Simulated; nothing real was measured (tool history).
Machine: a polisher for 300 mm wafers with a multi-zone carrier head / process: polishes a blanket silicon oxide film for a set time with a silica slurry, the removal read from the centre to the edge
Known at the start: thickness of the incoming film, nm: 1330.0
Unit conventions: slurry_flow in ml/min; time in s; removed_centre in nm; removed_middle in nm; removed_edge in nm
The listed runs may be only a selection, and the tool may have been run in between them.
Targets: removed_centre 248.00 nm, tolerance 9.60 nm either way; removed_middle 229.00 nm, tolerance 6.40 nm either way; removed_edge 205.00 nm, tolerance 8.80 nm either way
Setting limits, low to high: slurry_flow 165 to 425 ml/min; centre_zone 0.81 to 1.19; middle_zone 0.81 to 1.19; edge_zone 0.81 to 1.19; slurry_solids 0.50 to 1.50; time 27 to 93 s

run    day  slurry_flow  centre_zone  middle_zone  edge_zone  slurry_solids  time  removed_centre  removed_middle  removed_edge
  1  0.000          275         1.00         1.00       1.00           1.00    59          132.56          145.50        146.22
  2  0.162          275         1.00         0.91       1.00           1.00    59          135.48          134.50        148.03
  3  0.296          275         1.00         0.91       1.06           1.00    59          135.26          134.31        153.70
  4  0.542          300         1.06         0.95       1.00           1.15    62          158.31          153.99        161.90
  5  0.621          310         1.10         0.98       0.96           1.25    66          180.60          173.97        175.40
  6  0.900          345         1.10         0.98       0.96           1.25    66          182.21          172.84        176.41
  7  1.075          345         1.13         1.00       0.92           1.35    69          199.03          190.80        178.86
     1.158  -- centre zone pressure recalibrated
  8  1.158          350         1.15         1.01       0.92           1.40    71          231.98          201.51        191.99
  9  1.446          350         1.14         1.05       0.94           1.40    71          231.93          207.23        191.83

Consider the 4 candidate settings below. Which is the only one whose results all fall within their allowed miss of target?
  A  1.733          350         1.10         1.03       0.95           1.45    79               ?               ?             ?
  B  1.733          290         1.18         1.15       0.99           1.50    73               ?               ?             ?
  C  1.733          355         1.19         1.06       0.95           1.35    75               ?               ?             ?
  D  1.733          320         1.15         0.99       1.07           1.40    76               ?               ?             ?

move  removed_centre  removed_middle  removed_edge
   A          254.50          227.43        223.60
   B          250.01          228.86        209.51
   C          256.34          216.69        207.86
   D          250.97          207.53        224.17
A: the furthest-off result lands on target, but another misses its tolerance
B: every result lands within tolerance
C: nearer the targets than the last run, but a result is still out of spec
D: no better and no worse than the last run
So the answer is move B, the one that meets all the targets.

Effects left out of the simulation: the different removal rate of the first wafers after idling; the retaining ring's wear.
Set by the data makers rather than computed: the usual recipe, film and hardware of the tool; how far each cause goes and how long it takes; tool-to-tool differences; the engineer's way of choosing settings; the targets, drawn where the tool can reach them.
